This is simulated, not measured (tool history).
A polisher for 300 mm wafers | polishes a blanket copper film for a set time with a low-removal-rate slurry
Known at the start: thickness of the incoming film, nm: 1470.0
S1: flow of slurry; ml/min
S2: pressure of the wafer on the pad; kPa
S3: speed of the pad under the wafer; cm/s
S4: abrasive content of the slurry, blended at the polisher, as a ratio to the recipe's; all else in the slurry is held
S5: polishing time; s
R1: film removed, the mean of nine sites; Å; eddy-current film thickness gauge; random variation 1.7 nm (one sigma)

| run | hour | S1 | S2 | S3 | S4 | S5 | R1 |
|---|---|---|---|---|---|---|---|
| 1 | 0 | 320 | 15.2 | 88 | 1 | 68 | 1222.7 |
| 2 | 2.2 | 320 | 15.2 | 68 | 1 | 68 | 992.13 |
| 3 | 6.8 | 380 | 15.2 | 68 | 1 | 68 | 970.52 |
| 4 | 13.8 | 380 | 15.2 | 68 | 0.8 | 68 | 928.35 |
| 5 | 14.7 | 380 | 17.2 | 68 | 0.8 | 68 | 1047.1 |
| 6 | 20.8 | 380 | 20 | 68 | 0.8 | 68 | 1213.8 |
| 7 | 24.9 | 380 | 20.7 | 70 | 0.8 | 68 | 1300.3 |
| 8 | 27.1 | 380 | 21.4 | 72 | 0.8 | 68 | 1376.7 |
| 9 | 32.9 | 380 | 22.1 | 72 | 0.8 | 68 | 1405.6 |
| 10 | 37.8 | 380 | 22.8 | 74 | 0.8 | 68 | 1473.5 |
| 11 | 45.8 | 380 | 22.8 | 74 | 0.8 | 68 | 1487.1 |
| 12 | 50.5 | 380 | 23.4 | 76 | 0.8 | 68 | 1517.7 |

Run 13 comes next. What will it give?
| 13 | 51.2 | 380 | 23.4 | 78 | 0.8 | 68 | ? |

Run 13 gave R1 1612.6 Å.
